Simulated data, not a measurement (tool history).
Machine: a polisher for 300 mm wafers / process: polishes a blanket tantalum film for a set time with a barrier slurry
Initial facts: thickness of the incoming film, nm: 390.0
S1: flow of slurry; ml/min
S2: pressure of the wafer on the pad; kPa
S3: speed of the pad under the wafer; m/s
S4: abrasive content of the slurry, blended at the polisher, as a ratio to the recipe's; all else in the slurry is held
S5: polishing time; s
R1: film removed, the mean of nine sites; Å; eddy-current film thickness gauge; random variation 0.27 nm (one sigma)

run,hour,S1,S2,S3,S4,S5,R1
1,0.0,275,11.0,0.82,1.0,28,359.96
2,2.4,275,11.0,0.96,1.0,28,418.00
3,6.0,275,13.1,0.96,1.0,28,500.91
4,10.5,275,13.1,0.96,1.0,28,507.88
5,18.6,275,13.1,0.96,1.0,28,501.03
6,24.9,275,13.1,1.06,1.0,28,554.19
7,31.7,275,11.0,1.06,1.0,28,458.55
8,39.7,275,9.7,1.06,1.0,28,402.49
9,46.0,275,9.0,1.06,1.0,28,378.16

Expected results for the next run?
10,52.7,275,8.3,1.06,1.0,28,?

{"run 10": {"R1": 349.44}}

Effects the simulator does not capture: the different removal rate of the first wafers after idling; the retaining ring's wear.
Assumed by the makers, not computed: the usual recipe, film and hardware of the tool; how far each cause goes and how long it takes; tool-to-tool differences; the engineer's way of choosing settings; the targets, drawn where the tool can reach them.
